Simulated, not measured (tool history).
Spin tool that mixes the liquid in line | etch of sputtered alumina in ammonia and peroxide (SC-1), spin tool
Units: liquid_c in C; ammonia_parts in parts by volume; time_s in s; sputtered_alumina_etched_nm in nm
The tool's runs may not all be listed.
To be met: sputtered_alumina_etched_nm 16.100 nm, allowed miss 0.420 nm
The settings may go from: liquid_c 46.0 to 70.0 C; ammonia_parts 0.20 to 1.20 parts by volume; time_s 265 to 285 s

run,hour,liquid_c,ammonia_parts,time_s,sputtered_alumina_etched_nm
1,0.0,62.0,0.75,265,26.716
2,1.1,62.0,0.85,265,26.978
3,3.7,62.0,0.85,265,26.895
4,12.5,58.5,0.85,265,22.620
5,13.4,65.5,0.85,265,32.180
6,16.6,65.5,0.70,265,31.354
7,21.6,63.0,0.70,265,27.827
8,22.8,61.0,0.70,265,24.951
9,29.1,59.5,0.70,265,23.140
10,30.0,58.0,0.70,265,21.372
11,38.2,51.5,0.70,265,15.283

5 next moves are on the table. One of them brings every result within its allowed miss. Which?
A,46.4,53.5,0.20,280,?
B,46.4,49.5,0.65,285,?
C,46.4,50.0,0.70,270,?
D,46.4,49.5,0.55,285,?
E,46.4,50.0,0.65,285,?

move,sputtered_alumina_etched_nm
A,15.968
B,14.621
C,14.339
D,14.391
E,15.030
A: meets every target
B: further off than the last run
C: further off than the last run
D: further off than the last run
E: further off than the last run
Answer: A
